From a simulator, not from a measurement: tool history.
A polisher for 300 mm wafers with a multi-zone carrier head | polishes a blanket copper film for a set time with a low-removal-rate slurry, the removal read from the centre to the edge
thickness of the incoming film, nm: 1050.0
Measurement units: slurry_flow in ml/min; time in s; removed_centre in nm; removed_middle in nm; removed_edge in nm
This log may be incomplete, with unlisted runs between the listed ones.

run	hour	slurry_flow	centre_zone	middle_zone	edge_zone	slurry_solids	time	removed_centre	removed_middle	removed_edge
1	0.0	280	1.00	1.00	1.00	1.00	42	78.773	77.433	70.487
2	8.6	280	1.00	1.06	1.00	1.00	42	77.958	81.114	72.549
3	11.2	285	1.00	1.09	1.03	1.10	42	79.191	86.292	75.717
4	18.5	285	1.00	1.09	1.03	1.10	48	90.321	99.142	86.085
5	19.5	325	1.00	1.09	1.03	1.10	48	92.288	101.740	84.728
6	24.2	310	1.00	1.10	1.05	1.10	48	92.286	98.461	86.734
7	25.2	300	0.99	1.11	1.06	1.15	48	89.630	100.540	87.324
8	31.1	300	0.99	1.11	1.06	1.15	48	89.636	101.210	88.457
9	37.2	295	0.99	1.11	1.07	1.15	48	91.829	99.674	90.470

What does the tool deliver on the next run?
10	42.8	290	0.99	1.12	1.07	1.15	48	?	?	?

Run 10 produced removed_centre 91.394 nm, removed_middle 101.640 nm, removed_edge 87.852 nm.
